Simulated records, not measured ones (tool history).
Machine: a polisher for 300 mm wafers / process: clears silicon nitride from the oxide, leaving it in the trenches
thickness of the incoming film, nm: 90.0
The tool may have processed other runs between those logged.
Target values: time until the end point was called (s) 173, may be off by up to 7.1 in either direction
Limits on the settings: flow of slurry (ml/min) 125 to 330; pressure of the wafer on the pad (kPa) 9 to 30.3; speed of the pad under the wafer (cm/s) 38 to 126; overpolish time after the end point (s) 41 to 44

run	day	flow of slurry (ml/min)	pressure of the wafer on the pad (kPa)	speed of the pad under the wafer (cm/s)	overpolish time after the end point (s)	time until the end point was called (s)
1	0	210	19.3	82	41	147.23
2	0.104	255	19.3	82	41	139.8
3	0.217	255	19.3	90	41	128.48
4	0.55	255	19.3	90	41	129.77
5	0.621	250	17.9	90	41	140.89
6	0.883	250	17.9	104	41	124.65
7	0.912	240	16.5	104	41	135.97
8	1.179	230	15.9	104	41	141.8
9	1.421	225	15.2	104	41	147.68
10	1.529	220	14.5	104	41	154.97
11	1.679	215	14.5	104	41	154.75
12	1.738	210	13.8	104	41	163.28
13	1.808	205	13.8	104	41	164.03
14	2.062	200	13.8	104	41	164.72

Next run, 4 choices. One meets every target within its allowed miss, the rest don't. Which?
A	2.317	260	16.5	84	41	?
B	2.317	155	13.1	112	41	?
C	2.317	195	12.4	102	41	?
D	2.317	185	12.4	98	43	?

move	time until the end point was called (s)
A	160.51
B	170.87
C	187.09
D	195.05
A: the biggest miss grows against the last run
B: all results in spec
C: pushes the last run's worst result past its target
D: pushes the last run's worst result past its target
Correct choice: B, which meets every target

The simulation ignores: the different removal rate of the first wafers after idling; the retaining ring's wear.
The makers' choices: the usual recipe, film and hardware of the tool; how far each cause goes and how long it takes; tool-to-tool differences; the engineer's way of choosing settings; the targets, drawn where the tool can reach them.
